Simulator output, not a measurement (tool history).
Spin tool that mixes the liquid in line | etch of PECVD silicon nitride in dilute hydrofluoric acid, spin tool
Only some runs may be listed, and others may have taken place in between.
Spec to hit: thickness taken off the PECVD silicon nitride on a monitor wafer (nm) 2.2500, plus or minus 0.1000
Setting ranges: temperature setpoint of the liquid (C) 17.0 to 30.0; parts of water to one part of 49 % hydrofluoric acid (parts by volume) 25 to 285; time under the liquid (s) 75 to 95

run,hour,temperature setpoint of the liquid (C),parts of water to one part of 49 % hydrofluoric acid (parts by volume),time under the liquid (s),thickness taken off the PECVD silicon nitride on a monitor wafer (nm)
1,0.0,22.0,155,95,1.3910
2,3.3,22.0,155,95,1.3907
3,8.2,22.0,155,75,1.1169
4,9.6,22.0,155,95,1.4056
5,13.8,23.0,155,95,1.5082
6,15.2,23.5,155,95,1.5472
7,23.7,24.5,155,95,1.6806
8,27.7,25.0,155,95,1.7071

Below are 5 possible settings for the next run. Only one of them brings all results inside the allowed miss of their targets. Which is it?
A,31.7,28.0,230,80,?
B,31.7,24.5,105,95,?
C,31.7,24.0,110,85,?
D,31.7,22.0,95,95,?
E,31.7,26.5,140,95,?

move,thickness taken off the PECVD silicon nitride on a monitor wafer (nm)
A,1.1696
B,2.4391
C,2.0170
D,2.2806
E,2.0848
A: misses by more than the last run did
B: pushes the last run's worst result past its target
C: moves toward the targets from the last run without getting all of them in spec
D: meets every target
E: moves toward the targets from the last run without getting all of them in spec
D is the move that brings every result within its allowed miss.
